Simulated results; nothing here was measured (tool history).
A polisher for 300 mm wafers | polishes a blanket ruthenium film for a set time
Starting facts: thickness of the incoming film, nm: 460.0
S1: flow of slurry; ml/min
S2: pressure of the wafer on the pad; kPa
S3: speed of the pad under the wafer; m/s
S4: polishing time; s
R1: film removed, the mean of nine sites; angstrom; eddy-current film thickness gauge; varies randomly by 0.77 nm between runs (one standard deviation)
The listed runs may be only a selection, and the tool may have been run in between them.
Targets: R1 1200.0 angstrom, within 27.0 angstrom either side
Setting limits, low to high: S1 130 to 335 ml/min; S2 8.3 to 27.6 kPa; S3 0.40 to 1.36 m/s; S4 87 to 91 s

run	hour	S1	S2	S3	S4	R1
1	0.0	215	17.9	0.88	87	1309.9
2	8.8	215	17.9	0.88	91	1380.3
3	14.4	215	22.1	0.88	91	1692.5
4	21.0	265	22.1	0.88	91	1729.2
5	22.3	210	22.1	0.88	91	1678.3
6	24.3	210	22.1	0.88	91	1681.8
7	27.0	205	20.7	0.88	91	1561.0
8	35.5	200	20.0	0.88	91	1513.4
9	40.9	195	19.3	0.88	91	1442.2
10	49.4	165	15.9	0.88	91	1175.3

Which of these 4 next moves meets every target?
A	57.9	145	16.5	0.84	90	?
B	57.9	130	12.4	1.26	87	?
C	57.9	195	15.2	0.96	89	?
D	57.9	140	15.9	0.88	91	?

move	R1
A	1135.4
B	1128.9
C	1202.0
D	1134.7
A: misses by more than the last run did
B: misses by more than the last run did
C: hits every target within its allowed miss
D: misses by more than the last run did
So the answer is move C, the one that meets all the targets.
